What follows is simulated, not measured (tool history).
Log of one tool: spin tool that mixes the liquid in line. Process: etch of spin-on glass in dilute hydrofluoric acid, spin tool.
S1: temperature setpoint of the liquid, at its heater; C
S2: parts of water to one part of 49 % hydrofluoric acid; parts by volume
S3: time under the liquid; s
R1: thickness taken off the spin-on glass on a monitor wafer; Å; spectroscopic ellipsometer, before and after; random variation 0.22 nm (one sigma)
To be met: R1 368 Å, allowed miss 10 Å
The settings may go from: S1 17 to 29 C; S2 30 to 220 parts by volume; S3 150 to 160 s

run  hour  S1   S2   S3      R1
  1     0  21  125  150  432.23
  2   2.6  24  125  150  495.28
  3     4  23  125  150  477.29
  4  11.1  25  125  150  516.09
     12.3  -- thermometer replaced
  5  12.3  27  125  150  531.71
  6  13.6  26  125  150  509.41
  7  15.3  25  125  150  492.19
  8  16.6  24  125  150  479.03
  9  18.8  20  130  150  387.22

Which of these 5 next moves meets every target?
  A    21    21  150  150   ?
  B    21    21  130  155   ?
  C    21  20.5  145  160   ?
  D    21    21  135  160   ?
  E    21  19.5  130  160   ?

move      R1
   A  340.88
   B  415.31
   C  370.75
   D  410.59
   E  403.62
A: takes the result that was furthest off past its target
B: further off than the last run
C: meets every target
D: further off than the last run
E: further off than the last run
Answer: C

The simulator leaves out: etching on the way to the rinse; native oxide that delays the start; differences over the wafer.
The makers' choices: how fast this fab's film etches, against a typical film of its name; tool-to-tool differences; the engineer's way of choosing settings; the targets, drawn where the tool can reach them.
